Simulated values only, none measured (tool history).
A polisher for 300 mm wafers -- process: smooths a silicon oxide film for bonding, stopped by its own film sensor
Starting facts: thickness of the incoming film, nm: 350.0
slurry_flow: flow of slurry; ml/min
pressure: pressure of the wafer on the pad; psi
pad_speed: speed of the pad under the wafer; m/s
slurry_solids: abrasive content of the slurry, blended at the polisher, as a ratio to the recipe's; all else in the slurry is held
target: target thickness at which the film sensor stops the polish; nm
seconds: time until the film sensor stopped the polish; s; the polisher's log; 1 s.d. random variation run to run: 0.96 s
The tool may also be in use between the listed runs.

{"run": 1, "day": 0.0, "slurry_flow": 130, "pressure": 1.8, "pad_speed": 0.84, "slurry_solids": 1, "target": 326, "seconds": 46.959}
{"run": 2, "day": 0.362, "slurry_flow": 145, "pressure": 1.8, "pad_speed": 0.84, "slurry_solids": 1, "target": 326, "seconds": 44.475}
{"run": 3, "day": 0.388, "slurry_flow": 145, "pressure": 1.8, "pad_speed": 0.84, "slurry_solids": 1, "target": 326, "seconds": 45.283}
{"run": 4, "day": 0.608, "slurry_flow": 145, "pressure": 1.8, "pad_speed": 0.84, "slurry_solids": 1.1, "target": 326, "seconds": 43.672}
{"run": 5, "day": 0.971, "slurry_flow": 140, "pressure": 1.7, "pad_speed": 0.84, "slurry_solids": 1.1, "target": 326, "seconds": 47.408}
{"run": 6, "day": 1.208, "slurry_flow": 140, "pressure": 1.7, "pad_speed": 0.84, "slurry_solids": 1.1, "target": 326, "seconds": 45.072}
{"run": 7, "day": 1.233, "slurry_flow": 135, "pressure": 1.5, "pad_speed": 0.82, "slurry_solids": 1.1, "target": 326, "seconds": 52.222}

Estimate the outcome of run 8 from the log above:
{"run": 8, "day": 1.521, "slurry_flow": 130, "pressure": 1.4, "pad_speed": 0.82, "slurry_solids": 1.1, "target": 326, "seconds": "?"}

{"run 8": {"seconds": 55.503}}
